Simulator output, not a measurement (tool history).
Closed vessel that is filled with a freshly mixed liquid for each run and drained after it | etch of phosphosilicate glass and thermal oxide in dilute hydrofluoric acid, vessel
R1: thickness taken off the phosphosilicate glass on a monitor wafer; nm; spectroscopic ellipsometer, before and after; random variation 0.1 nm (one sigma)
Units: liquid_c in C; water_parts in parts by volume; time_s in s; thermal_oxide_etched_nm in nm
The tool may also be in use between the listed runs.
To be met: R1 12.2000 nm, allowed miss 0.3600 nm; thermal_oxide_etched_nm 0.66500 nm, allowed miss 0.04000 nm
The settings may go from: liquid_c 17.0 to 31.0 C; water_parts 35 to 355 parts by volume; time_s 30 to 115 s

{"run": 1, "hour": 0.0, "liquid_c": 23.0, "water_parts": 195, "time_s": 60, "R1": 22.126, "thermal_oxide_etched_nm": 1.1995}
{"run": 2, "hour": 2.4, "liquid_c": 23.0, "water_parts": 265, "time_s": 60, "R1": 14.921, "thermal_oxide_etched_nm": 0.83415}
{"run": 3, "hour": 7.2, "liquid_c": 22.5, "water_parts": 265, "time_s": 60, "R1": 14.748, "thermal_oxide_etched_nm": 0.82056}
{"run": 4, "hour": 7.8, "liquid_c": 22.0, "water_parts": 265, "time_s": 60, "R1": 14.565, "thermal_oxide_etched_nm": 0.78166}
{"run": 5, "hour": 14.7, "liquid_c": 20.0, "water_parts": 265, "time_s": 60, "R1": 13.791, "thermal_oxide_etched_nm": 0.75363}
{"run": 6, "hour": 18.8, "liquid_c": 20.0, "water_parts": 265, "time_s": 40, "R1": 9.1266, "thermal_oxide_etched_nm": 0.48747}
{"run": 7, "hour": 19.7, "liquid_c": 20.0, "water_parts": 265, "time_s": 40, "R1": 9.0411, "thermal_oxide_etched_nm": 0.50362}
{"run": 8, "hour": 27.9, "liquid_c": 21.0, "water_parts": 265, "time_s": 40, "R1": 9.3758, "thermal_oxide_etched_nm": 0.49838}
{"run": 9, "hour": 33.4, "liquid_c": 21.5, "water_parts": 265, "time_s": 40, "R1": 9.5292, "thermal_oxide_etched_nm": 0.52942}
{"run": 10, "hour": 38.0, "liquid_c": 22.0, "water_parts": 260, "time_s": 40, "R1": 9.8769, "thermal_oxide_etched_nm": 0.53611}
{"run": 11, "hour": 41.5, "liquid_c": 23.0, "water_parts": 260, "time_s": 40, "R1": 10.32, "thermal_oxide_etched_nm": 0.55965}
{"run": 12, "hour": 48.0, "liquid_c": 23.5, "water_parts": 260, "time_s": 40, "R1": 10.502, "thermal_oxide_etched_nm": 0.56974}
{"run": 13, "hour": 53.6, "liquid_c": 24.0, "water_parts": 260, "time_s": 40, "R1": 10.545, "thermal_oxide_etched_nm": 0.58932}
{"run": 14, "hour": 61.5, "liquid_c": 25.0, "water_parts": 250, "time_s": 40, "R1": 11.653, "thermal_oxide_etched_nm": 0.65099}

Which of these 4 next moves meets every target?
{"run": "A", "hour": 69.4, "liquid_c": 26.0, "water_parts": 220, "time_s": 35, "R1": "?", "thermal_oxide_etched_nm": "?"}
{"run": "B", "hour": 69.4, "liquid_c": 25.5, "water_parts": 255, "time_s": 40, "R1": "?", "thermal_oxide_etched_nm": "?"}
{"run": "C", "hour": 69.4, "liquid_c": 25.5, "water_parts": 240, "time_s": 35, "R1": "?", "thermal_oxide_etched_nm": "?"}
{"run": "D", "hour": 69.4, "liquid_c": 23.0, "water_parts": 270, "time_s": 45, "R1": "?", "thermal_oxide_etched_nm": "?"}

move=A R1=12.4870 thermal_oxide_etched_nm=0.68614
move=B R1=11.6500 thermal_oxide_etched_nm=0.64016
move=C R1=11.0040 thermal_oxide_etched_nm=0.60466
move=D R1=11.1580 thermal_oxide_etched_nm=0.61314
A: meets every target
B: as far off as the last run
C: further off than the last run
D: further off than the last run
The right move is A.
